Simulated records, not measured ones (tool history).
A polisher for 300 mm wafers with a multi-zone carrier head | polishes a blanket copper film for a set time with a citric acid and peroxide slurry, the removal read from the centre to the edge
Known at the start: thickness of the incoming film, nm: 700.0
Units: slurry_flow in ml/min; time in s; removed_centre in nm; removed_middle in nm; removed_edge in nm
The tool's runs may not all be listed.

| run | hour | slurry_flow | centre_zone | middle_zone | edge_zone | slurry_solids | time | removed_centre | removed_middle | removed_edge |
|---|---|---|---|---|---|---|---|---|---|---|
| 1 | 0.0 | 220 | 1.00 | 1.00 | 1.00 | 1.00 | 52 | 107.840 | 103.880 | 99.701 |
| 2 | 8.9 | 220 | 1.08 | 1.00 | 1.00 | 1.00 | 52 | 112.620 | 103.800 | 99.048 |
| 3 | 12.5 | 210 | 1.02 | 1.00 | 1.01 | 0.85 | 47 | 92.564 | 88.915 | 88.728 |
| 4 | 17.5 | 210 | 1.10 | 1.00 | 1.01 | 0.85 | 47 | 100.190 | 88.655 | 90.020 |
| 5 | 18.4 | 210 | 1.04 | 1.01 | 0.98 | 0.75 | 44 | 87.032 | 85.440 | 80.179 |
| 6 | 24.8 | 205 | 1.00 | 0.98 | 0.97 | 0.65 | 43 | 77.939 | 76.116 | 73.814 |

The next listed run, before its measurement:
| 7 | 30.3 | 200 | 0.96 | 0.97 | 0.97 | 0.60 | 43 | ? | ? | ? |

removed_centre: 72.365 nm
removed_middle: 73.987 nm
removed_edge: 72.343 nm
